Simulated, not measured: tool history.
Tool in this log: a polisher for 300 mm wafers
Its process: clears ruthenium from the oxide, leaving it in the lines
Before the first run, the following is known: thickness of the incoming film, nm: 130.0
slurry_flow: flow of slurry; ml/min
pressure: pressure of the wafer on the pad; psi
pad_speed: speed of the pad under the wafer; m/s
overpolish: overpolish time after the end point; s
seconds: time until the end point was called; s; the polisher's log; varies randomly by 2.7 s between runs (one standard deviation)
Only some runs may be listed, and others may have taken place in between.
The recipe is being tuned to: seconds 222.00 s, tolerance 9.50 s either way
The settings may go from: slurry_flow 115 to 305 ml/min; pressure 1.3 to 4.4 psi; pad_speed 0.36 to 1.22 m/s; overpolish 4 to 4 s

run	hour	slurry_flow	pressure	pad_speed	overpolish	seconds
1	0.0	195	2.8	0.78	4	116.14
2	6.5	195	2.8	0.68	4	134.08
3	11.2	195	2.8	0.48	4	188.00
4	15.5	195	3.2	0.48	4	164.75
5	21.6	195	3.2	0.62	4	125.63
6	30.4	195	3.6	0.62	4	114.32
7	34.3	195	3.6	0.62	4	115.10
8	41.0	195	3.4	0.62	4	119.58
9	46.5	195	3.4	0.62	4	122.08
10	51.9	195	3.2	0.62	4	130.37
11	56.3	190	2.4	0.58	4	182.56
12	57.2	190	2.3	0.58	4	191.15
13	62.6	185	2.1	0.58	4	205.37
14	69.9	185	2.1	0.58	4	208.49
15	73.3	185	2.1	0.58	4	206.18

Below are 4 possible settings for the next run. Only one of them brings all results inside the allowed miss of their targets. Which is it?
A	76.7	120	1.8	0.70	4	?
B	76.7	120	2.3	0.64	4	?
C	76.7	175	2.3	0.56	4	?
D	76.7	170	1.8	0.70	4	?

move	seconds
A	221.64
B	191.04
C	200.57
D	205.69
A: meets every target
B: moves away from the targets compared with the last run
C: moves away from the targets compared with the last run
D: no better and no worse than the last run
Go with A: it meets all targets.
